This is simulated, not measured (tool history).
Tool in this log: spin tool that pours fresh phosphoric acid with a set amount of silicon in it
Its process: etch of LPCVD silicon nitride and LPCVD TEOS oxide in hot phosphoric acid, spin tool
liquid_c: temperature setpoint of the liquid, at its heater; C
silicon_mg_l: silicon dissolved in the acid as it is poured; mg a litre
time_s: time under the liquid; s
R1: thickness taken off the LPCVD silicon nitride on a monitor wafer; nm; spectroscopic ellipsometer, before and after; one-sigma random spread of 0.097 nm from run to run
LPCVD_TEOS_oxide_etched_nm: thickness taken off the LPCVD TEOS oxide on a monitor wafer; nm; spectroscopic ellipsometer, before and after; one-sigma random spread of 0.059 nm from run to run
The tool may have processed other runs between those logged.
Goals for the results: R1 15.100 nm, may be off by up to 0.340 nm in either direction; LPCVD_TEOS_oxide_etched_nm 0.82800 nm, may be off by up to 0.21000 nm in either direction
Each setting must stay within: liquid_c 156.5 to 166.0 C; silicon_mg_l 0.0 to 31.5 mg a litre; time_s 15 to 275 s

Run 1, hour 0.0: liquid_c 161.0 C, silicon_mg_l 14.0 mg a litre, time_s 140 s. Result: R1 10.946 nm, LPCVD_TEOS_oxide_etched_nm 0.49760 nm.
Run 2, hour 1.7: liquid_c 161.5 C, silicon_mg_l 14.0 mg a litre, time_s 145 s. Result: R1 11.502 nm, LPCVD_TEOS_oxide_etched_nm 0.48397 nm.
Run 3, hour 9.1: liquid_c 161.5 C, silicon_mg_l 11.0 mg a litre, time_s 145 s. Result: R1 11.627 nm, LPCVD_TEOS_oxide_etched_nm 0.56171 nm.
Run 4, hour 17.2: liquid_c 162.0 C, silicon_mg_l 10.5 mg a litre, time_s 145 s. Result: R1 11.704 nm, LPCVD_TEOS_oxide_etched_nm 0.54775 nm.
Run 5, hour 22.2: liquid_c 162.5 C, silicon_mg_l 9.5 mg a litre, time_s 150 s. Result: R1 12.274 nm, LPCVD_TEOS_oxide_etched_nm 0.72022 nm.
Run 6, hour 31.3: liquid_c 162.5 C, silicon_mg_l 9.5 mg a litre, time_s 200 s. Result: R1 16.357 nm, LPCVD_TEOS_oxide_etched_nm 0.86708 nm.
Run 7, hour 36.3: liquid_c 162.5 C, silicon_mg_l 9.0 mg a litre, time_s 200 s. Result: R1 16.383 nm, LPCVD_TEOS_oxide_etched_nm 0.77060 nm.
Run 8, hour 38.1: liquid_c 162.5 C, silicon_mg_l 8.0 mg a litre, time_s 200 s. Result: R1 16.485 nm, LPCVD_TEOS_oxide_etched_nm 0.80863 nm.
Run 9, hour 42.5: liquid_c 162.5 C, silicon_mg_l 7.5 mg a litre, time_s 200 s. Result: R1 16.643 nm, LPCVD_TEOS_oxide_etched_nm 1.03980 nm.
Run 10, hour 43.7: liquid_c 162.0 C, silicon_mg_l 7.5 mg a litre, time_s 200 s. Result: R1 16.335 nm, LPCVD_TEOS_oxide_etched_nm 0.89999 nm.

Next run, 4 choices. One meets every target within its allowed miss, the rest don't. Which?
Run A, hour 44.9: liquid_c 161.5 C, silicon_mg_l 4.0 mg a litre, time_s 180 s. Result: R1 ?, LPCVD_TEOS_oxide_etched_nm ?.
Run B, hour 44.9: liquid_c 163.0 C, silicon_mg_l 23.5 mg a litre, time_s 180 s. Result: R1 ?, LPCVD_TEOS_oxide_etched_nm ?.
Run C, hour 44.9: liquid_c 161.5 C, silicon_mg_l 22.5 mg a litre, time_s 190 s. Result: R1 ?, LPCVD_TEOS_oxide_etched_nm ?.
Run D, hour 44.9: liquid_c 160.0 C, silicon_mg_l 4.0 mg a litre, time_s 200 s. Result: R1 ?, LPCVD_TEOS_oxide_etched_nm ?.

move      R1  LPCVD_TEOS_oxide_etched_nm
   A  14.411                     0.85287
   B  15.148                     0.54376
   C  15.212                     0.53375
   D  15.228                     0.84828
A: pushes the last run's worst result past its target
B: brings the last run's worst result on target, with another outside its allowed miss
C: brings the last run's worst result on target, with another outside its allowed miss
D: each result inside its tolerance
Answer: D

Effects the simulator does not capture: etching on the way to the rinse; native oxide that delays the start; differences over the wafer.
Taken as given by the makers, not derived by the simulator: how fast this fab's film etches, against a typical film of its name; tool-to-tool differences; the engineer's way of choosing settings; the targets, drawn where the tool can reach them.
